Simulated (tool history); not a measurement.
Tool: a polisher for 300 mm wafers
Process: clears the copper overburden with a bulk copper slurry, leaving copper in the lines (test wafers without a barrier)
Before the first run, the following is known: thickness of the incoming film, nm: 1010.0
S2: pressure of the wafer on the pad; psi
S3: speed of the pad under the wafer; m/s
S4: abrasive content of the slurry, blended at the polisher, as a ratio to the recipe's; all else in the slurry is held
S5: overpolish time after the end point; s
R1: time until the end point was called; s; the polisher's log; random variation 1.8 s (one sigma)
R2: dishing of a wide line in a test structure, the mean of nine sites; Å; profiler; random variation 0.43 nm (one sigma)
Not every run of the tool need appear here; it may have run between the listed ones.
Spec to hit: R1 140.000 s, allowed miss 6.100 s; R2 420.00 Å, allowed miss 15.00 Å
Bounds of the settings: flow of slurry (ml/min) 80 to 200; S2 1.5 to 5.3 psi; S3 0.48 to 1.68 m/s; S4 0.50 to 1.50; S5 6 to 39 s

{"run": 1, "day": 0.0, "flow of slurry (ml/min)": 130, "S2": 3.4, "S3": 1.08, "S4": 1.0, "S5": 20, "R1": 76.746, "R2": 703.17}
{"run": 2, "day": 0.062, "flow of slurry (ml/min)": 130, "S2": 3.4, "S3": 1.08, "S4": 0.9, "S5": 20, "R1": 83.15, "R2": 720.07}
{"run": 3, "day": 0.096, "flow of slurry (ml/min)": 130, "S2": 3.4, "S3": 1.08, "S4": 0.9, "S5": 14, "R1": 81.81, "R2": 648.17}
{"run": 4, "day": 0.375, "flow of slurry (ml/min)": 140, "S2": 3.4, "S3": 1.08, "S4": 0.9, "S5": 14, "R1": 82.653, "R2": 659.2}
{"run": 5, "day": 0.462, "flow of slurry (ml/min)": 125, "S2": 2.8, "S3": 1.0, "S4": 1.05, "S5": 12, "R1": 101.21, "R2": 555.51}
{"run": 6, "day": 0.704, "flow of slurry (ml/min)": 110, "S2": 2.8, "S3": 1.0, "S4": 1.05, "S5": 12, "R1": 106.47, "R2": 562.68}
{"run": 7, "day": 0.783, "flow of slurry (ml/min)": 110, "S2": 2.4, "S3": 1.0, "S4": 1.15, "S5": 10, "R1": 113.89, "R2": 473.62}
{"run": 8, "day": 1.079, "flow of slurry (ml/min)": 105, "S2": 2.2, "S3": 1.0, "S4": 1.15, "S5": 10, "R1": 127.49, "R2": 442.09}
{"run": 9, "day": 1.3, "flow of slurry (ml/min)": 105, "S2": 2.2, "S3": 1.0, "S4": 1.15, "S5": 10, "R1": 126.72, "R2": 447.75}

Which one of the following 4 next-run settings gets every result inside its allowed miss? There is exactly one.
{"run": "A", "day": 1.521, "flow of slurry (ml/min)": 130, "S2": 1.5, "S3": 1.22, "S4": 1.3, "S5": 11, "R1": "?", "R2": "?"}
{"run": "B", "day": 1.521, "flow of slurry (ml/min)": 160, "S2": 1.5, "S3": 1.14, "S4": 1.15, "S5": 13, "R1": "?", "R2": "?"}
{"run": "C", "day": 1.521, "flow of slurry (ml/min)": 100, "S2": 2.3, "S3": 0.82, "S4": 1.1, "S5": 13, "R1": "?", "R2": "?"}
{"run": "D", "day": 1.521, "flow of slurry (ml/min)": 105, "S2": 2.3, "S3": 0.78, "S4": 1.1, "S5": 13, "R1": "?", "R2": "?"}

move=A R1=143.330 R2=424.38
move=B R1=154.380 R2=446.89
move=C R1=153.980 R2=462.75
move=D R1=160.290 R2=452.22
A: in spec on every target
B: takes the result that was furthest off past its target
C: takes the result that was furthest off past its target
D: takes the result that was furthest off past its target
Answer: A
